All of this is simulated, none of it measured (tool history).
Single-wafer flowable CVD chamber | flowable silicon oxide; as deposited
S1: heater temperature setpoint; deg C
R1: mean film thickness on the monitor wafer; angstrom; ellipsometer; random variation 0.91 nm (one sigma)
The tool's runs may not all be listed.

Run 1, day 0: S1 100 deg C, chamber pressure (Pa) 92.3, RF power (W) 1745, deposition time (s) 495. Result: R1 2568.6 angstrom.
Run 2, day 0.375: S1 100 deg C, chamber pressure (Pa) 83.6, RF power (W) 1745, deposition time (s) 495. Result: R1 2337 angstrom.
Run 3, day 0.708: S1 100 deg C, chamber pressure (Pa) 83.6, RF power (W) 1745, deposition time (s) 471. Result: R1 2236.6 angstrom.
Run 4, day 1.033: S1 89 deg C, chamber pressure (Pa) 83.6, RF power (W) 1745, deposition time (s) 471. Result: R1 3270.2 angstrom.
Run 5, day 1.35: S1 92 deg C, chamber pressure (Pa) 83.6, RF power (W) 1745, deposition time (s) 471. Result: R1 2950.3 angstrom.
Run 6, day 1.567: S1 94 deg C, chamber pressure (Pa) 83.6, RF power (W) 1745, deposition time (s) 471. Result: R1 2768.7 angstrom.
Run 7, day 1.925: S1 96 deg C, chamber pressure (Pa) 83.6, RF power (W) 1745, deposition time (s) 471. Result: R1 2567.9 angstrom.
Run 8, day 2.129: S1 97 deg C, chamber pressure (Pa) 83.6, RF power (W) 1745, deposition time (s) 471. Result: R1 2484.9 angstrom.
Run 9, day 2.362: S1 98 deg C, chamber pressure (Pa) 83.6, RF power (W) 1745, deposition time (s) 471. Result: R1 2372.8 angstrom.
Run 10, day 2.579: S1 99 deg C, chamber pressure (Pa) 83.6, RF power (W) 1745, deposition time (s) 471. Result: R1 2306 angstrom.

The next listed run, before its measurement:
Run 11, day 2.717: S1 99 deg C, chamber pressure (Pa) 83.6, RF power (W) 1745, deposition time (s) 471. Result: R1 ?.

{"run 11": {"R1": 2306.9}}

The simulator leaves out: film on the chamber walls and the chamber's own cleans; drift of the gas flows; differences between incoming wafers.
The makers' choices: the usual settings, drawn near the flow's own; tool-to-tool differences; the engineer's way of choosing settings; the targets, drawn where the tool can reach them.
